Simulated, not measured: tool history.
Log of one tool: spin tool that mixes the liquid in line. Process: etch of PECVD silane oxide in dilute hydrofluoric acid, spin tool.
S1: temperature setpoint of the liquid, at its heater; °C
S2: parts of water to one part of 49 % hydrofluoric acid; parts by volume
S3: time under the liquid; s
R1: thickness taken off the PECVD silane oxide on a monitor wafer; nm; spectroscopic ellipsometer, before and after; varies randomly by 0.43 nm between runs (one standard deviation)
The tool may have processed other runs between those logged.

Run 1, hour 0.0: S1 22.0 °C, S2 75 parts by volume, S3 50 s. Result: R1 33.670 nm.
Run 2, hour 7.2: S1 20.5 °C, S2 75 parts by volume, S3 50 s. Result: R1 31.240 nm.
Run 3, hour 14.4: S1 20.5 °C, S2 75 parts by volume, S3 50 s. Result: R1 31.175 nm.
Run 4, hour 21.8: S1 20.5 °C, S2 95 parts by volume, S3 50 s. Result: R1 24.379 nm.
Run 5, hour 27.0: S1 20.5 °C, S2 110 parts by volume, S3 50 s. Result: R1 20.678 nm.
Run 6, hour 33.2: S1 20.5 °C, S2 120 parts by volume, S3 50 s. Result: R1 19.059 nm.
Run 7, hour 34.4: S1 23.5 °C, S2 105 parts by volume, S3 50 s. Result: R1 24.672 nm.
Run 8, hour 41.1: S1 25.5 °C, S2 95 parts by volume, S3 50 s. Result: R1 29.822 nm.

Run 9, settings as shown, results not yet in. Your forecast:
Run 9, hour 44.4: S1 27.0 °C, S2 85 parts by volume, S3 50 s. Result: R1 ?.

{"run 9": {"R1": 35.861}}
